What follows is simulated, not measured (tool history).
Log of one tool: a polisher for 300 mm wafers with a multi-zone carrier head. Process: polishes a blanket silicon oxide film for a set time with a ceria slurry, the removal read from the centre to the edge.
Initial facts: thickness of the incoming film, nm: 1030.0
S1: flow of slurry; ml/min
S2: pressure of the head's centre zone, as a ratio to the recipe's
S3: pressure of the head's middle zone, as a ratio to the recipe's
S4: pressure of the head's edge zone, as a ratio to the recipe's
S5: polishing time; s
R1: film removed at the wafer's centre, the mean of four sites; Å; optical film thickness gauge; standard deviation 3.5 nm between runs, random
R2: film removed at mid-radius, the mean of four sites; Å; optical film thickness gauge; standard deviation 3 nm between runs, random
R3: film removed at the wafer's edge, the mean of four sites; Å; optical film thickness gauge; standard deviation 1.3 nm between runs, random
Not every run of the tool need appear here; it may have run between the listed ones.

| run | hour | S1 | S2 | S3 | S4 | S5 | R1 | R2 | R3 |
|---|---|---|---|---|---|---|---|---|---|
| 1 | 0.0 | 175 | 1.00 | 1.00 | 1.00 | 47 | 3413.1 | 3402.0 | 3337.7 |
| 2 | 1.9 | 170 | 1.01 | 0.99 | 0.98 | 45 | 3417.5 | 3195.9 | 3140.7 |
| 3 | 7.1 | 165 | 1.00 | 0.98 | 0.96 | 43 | 3160.5 | 3094.1 | 2987.0 |
| 4 | 8.0 | 165 | 0.97 | 0.98 | 0.96 | 43 | 3063.0 | 3052.0 | 2945.2 |
| 5 | 12.1 | 165 | 1.00 | 0.98 | 0.96 | 43 | 3118.9 | 3004.0 | 2979.6 |
| 6 | 16.4 | 165 | 1.02 | 0.98 | 0.94 | 41 | 3146.0 | 2871.8 | 2803.2 |

For run 7, what comes out?
| 7 | 18.5 | 160 | 1.02 | 0.97 | 0.93 | 40 | ? | ? | ? |

{"run 7": {"R1": 2963.2, "R2": 2736.6, "R3": 2682.0}}
